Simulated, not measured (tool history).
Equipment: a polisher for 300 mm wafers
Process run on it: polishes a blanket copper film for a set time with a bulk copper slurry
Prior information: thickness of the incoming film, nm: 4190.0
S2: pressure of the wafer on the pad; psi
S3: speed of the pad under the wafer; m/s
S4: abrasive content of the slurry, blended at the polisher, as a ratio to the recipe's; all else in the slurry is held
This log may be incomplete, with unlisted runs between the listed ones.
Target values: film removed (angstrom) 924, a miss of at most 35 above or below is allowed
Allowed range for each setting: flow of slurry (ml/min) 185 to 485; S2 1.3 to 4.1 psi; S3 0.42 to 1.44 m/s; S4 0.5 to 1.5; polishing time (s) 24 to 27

{"run": 1, "hour": 0.0, "flow of slurry (ml/min)": 310, "S2": 2.7, "S3": 0.92, "S4": 1, "polishing time (s)": 27, "film removed (angstrom)": 2001.6}
{"run": 2, "hour": 7.6, "flow of slurry (ml/min)": 310, "S2": 2.7, "S3": 0.92, "S4": 1, "polishing time (s)": 24, "film removed (angstrom)": 1790.6}
{"run": 3, "hour": 11.4, "flow of slurry (ml/min)": 310, "S2": 2.4, "S3": 0.9, "S4": 1, "polishing time (s)": 24, "film removed (angstrom)": 1590.2}
{"run": 4, "hour": 19.9, "flow of slurry (ml/min)": 310, "S2": 2.2, "S3": 0.88, "S4": 1, "polishing time (s)": 24, "film removed (angstrom)": 1457.4}
{"run": 5, "hour": 24.7, "flow of slurry (ml/min)": 310, "S2": 2.2, "S3": 0.88, "S4": 0.8, "polishing time (s)": 24, "film removed (angstrom)": 1409.9}
{"run": 6, "hour": 29.7, "flow of slurry (ml/min)": 310, "S2": 2, "S3": 0.86, "S4": 0.8, "polishing time (s)": 24, "film removed (angstrom)": 1247.4}
{"run": 7, "hour": 35.1, "flow of slurry (ml/min)": 310, "S2": 1.9, "S3": 0.86, "S4": 0.8, "polishing time (s)": 24, "film removed (angstrom)": 1201.4}
{"run": 8, "hour": 40.1, "flow of slurry (ml/min)": 310, "S2": 1.8, "S3": 0.86, "S4": 0.8, "polishing time (s)": 24, "film removed (angstrom)": 1132.3}
{"run": 9, "hour": 42.6, "flow of slurry (ml/min)": 310, "S2": 1.7, "S3": 0.86, "S4": 0.8, "polishing time (s)": 24, "film removed (angstrom)": 1093.1}
{"run": 10, "hour": 43.4, "flow of slurry (ml/min)": 310, "S2": 1.6, "S3": 0.86, "S4": 0.8, "polishing time (s)": 24, "film removed (angstrom)": 1040.7}
{"run": 11, "hour": 46.9, "flow of slurry (ml/min)": 310, "S2": 1.5, "S3": 0.86, "S4": 0.8, "polishing time (s)": 24, "film removed (angstrom)": 978.83}

Of the 5 settings listed for the next run, only one would bring every result within its allowed miss of target. Which one?
{"run": "A", "hour": 50.4, "flow of slurry (ml/min)": 310, "S2": 1.7, "S3": 0.68, "S4": 0.9, "polishing time (s)": 25, "film removed (angstrom)": "?"}
{"run": "B", "hour": 50.4, "flow of slurry (ml/min)": 285, "S2": 1.7, "S3": 0.82, "S4": 0.8, "polishing time (s)": 24, "film removed (angstrom)": "?"}
{"run": "C", "hour": 50.4, "flow of slurry (ml/min)": 295, "S2": 1.4, "S3": 0.96, "S4": 0.85, "polishing time (s)": 24, "film removed (angstrom)": "?"}
{"run": "D", "hour": 50.4, "flow of slurry (ml/min)": 305, "S2": 1.3, "S3": 0.86, "S4": 0.95, "polishing time (s)": 27, "film removed (angstrom)": "?"}
{"run": "E", "hour": 50.4, "flow of slurry (ml/min)": 370, "S2": 1.3, "S3": 0.94, "S4": 0.75, "polishing time (s)": 26, "film removed (angstrom)": "?"}

move=A film_removed_(angstrom)=928.69
move=B film_removed_(angstrom)=1030.6
move=C film_removed_(angstrom)=1046.5
move=D film_removed_(angstrom)=1028.4
move=E film_removed_(angstrom)=1039.9
A: every result within its allowed miss
B: its largest miss is bigger than the last run's
C: its largest miss is bigger than the last run's
D: its largest miss is bigger than the last run's
E: its largest miss is bigger than the last run's
Answer: A
